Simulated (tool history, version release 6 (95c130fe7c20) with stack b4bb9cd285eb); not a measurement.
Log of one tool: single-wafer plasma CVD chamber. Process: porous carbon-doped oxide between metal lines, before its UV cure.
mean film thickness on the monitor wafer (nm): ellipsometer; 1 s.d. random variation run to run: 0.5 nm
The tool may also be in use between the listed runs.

| run | hour | heater temperature setpoint (K) | RF power (kW) | deposition time (s) | mean film thickness on the monitor wafer (nm) |
|---|---|---|---|---|---|
| 1 | 0 | 548.15 | 0.415 | 19.3 | 99.707 |
| 2 | 4.5 | 557.15 | 0.415 | 19.3 | 95.705 |
| 3 | 8.2 | 557.15 | 0.445 | 19.3 | 99.194 |
| 4 | 14.8 | 557.15 | 0.47 | 19.3 | 101.93 |
| 5 | 16.9 | 549.15 | 0.47 | 19.3 | 107.3 |
| 6 | 22 | 552.15 | 0.455 | 19.2 | 104.54 |

The next listed run, before its measurement:
| 7 | 24.4 | 555.15 | 0.445 | 19.1 | ? |

{"run 7": {"mean film thickness on the monitor wafer (nm)": 98.902}}

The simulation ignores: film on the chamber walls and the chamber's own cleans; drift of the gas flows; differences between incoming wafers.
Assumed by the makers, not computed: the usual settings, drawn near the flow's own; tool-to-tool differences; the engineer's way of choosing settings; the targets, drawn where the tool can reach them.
